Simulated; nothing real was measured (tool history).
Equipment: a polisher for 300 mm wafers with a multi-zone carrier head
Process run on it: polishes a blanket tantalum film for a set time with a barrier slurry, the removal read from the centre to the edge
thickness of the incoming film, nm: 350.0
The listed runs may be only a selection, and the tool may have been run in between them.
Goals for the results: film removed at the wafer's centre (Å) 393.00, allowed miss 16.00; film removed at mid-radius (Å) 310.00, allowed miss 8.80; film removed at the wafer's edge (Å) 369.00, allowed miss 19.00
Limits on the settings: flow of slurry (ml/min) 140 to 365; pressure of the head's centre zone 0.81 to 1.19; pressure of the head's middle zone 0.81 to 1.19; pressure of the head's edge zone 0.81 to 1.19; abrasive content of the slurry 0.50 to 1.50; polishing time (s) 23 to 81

run  hour  flow of slurry (ml/min)  pressure of the head's centre zone  pressure of the head's middle zone  pressure of the head's edge zone  abrasive content of the slurry  polishing time (s)  film removed at the wafer's centre (Å)  film removed at mid-radius (Å)  film removed at the wafer's edge (Å)
  1   0.0                      235                                1.00                                1.00                              1.00                            1.00                  52                                  395.41                          412.49                                410.13
  2   6.1                      230                                1.01                                0.98                              1.00                            0.95                  52                                  396.04                          392.43                                382.59
  3  13.8                      230                                1.07                                0.98                              1.00                            0.95                  52                                  419.46                          391.19                                389.29
  4  21.4                      230                                1.07                                0.98                              1.00                            0.75                  52                                  368.76                          341.49                                346.64
  5  30.1                      230                                1.07                                0.97                              1.02                            0.75                  52                                  367.14                          341.95                                349.68
  6  38.9                      230                                1.14                                0.97                              1.02                            0.75                  52                                  390.16                          341.09                                344.00
  7  43.9                      225                                1.14                                0.95                              1.03                            0.75                  52                                  387.21                          335.75                                341.06
  8  51.3                      230                                1.14                                0.93                              1.05                            0.75                  52                                  388.86                          330.32                                348.20
  9  52.4                      230                                1.14                                0.92                              1.06                            0.75                  52                                  396.48                          327.71                                355.13
 10  57.9                      230                                1.14                                0.91                              1.06                            0.75                  52                                  396.01                          321.39                                353.44

5 candidate next runs follow, results not yet known. Just one meets every target within its allowed miss. Identify it.
  A  63.4                      220                                1.19                                1.00                              0.97                            0.70                  52                                       ?                               ?                                     ?
  B  63.4                      225                                1.12                                0.86                              1.12                            1.30                  42                                       ?                               ?                                     ?
  C  63.4                      265                                1.18                                0.96                              1.04                            0.80                  48                                       ?                               ?                                     ?
  D  63.4                      320                                1.13                                0.91                              1.19                            1.00                  44                                       ?                               ?                                     ?
  E  63.4                      240                                1.15                                0.95                              1.00                            0.80                  49                                       ?                               ?                                     ?

move  film removed at the wafer's centre (Å)  film removed at mid-radius (Å)  film removed at the wafer's edge (Å)
   A                                  386.74                          334.38                                321.92
   B                                  388.39                          314.47                                366.89
   C                                  394.37                          331.43                                338.86
   D                                  393.01                          328.99                                373.25
   E                                  387.37                          331.46                                336.87
A: further off than the last run
B: all results in spec
C: further off than the last run
D: further off than the last run
E: further off than the last run
The move that meets every target is B.
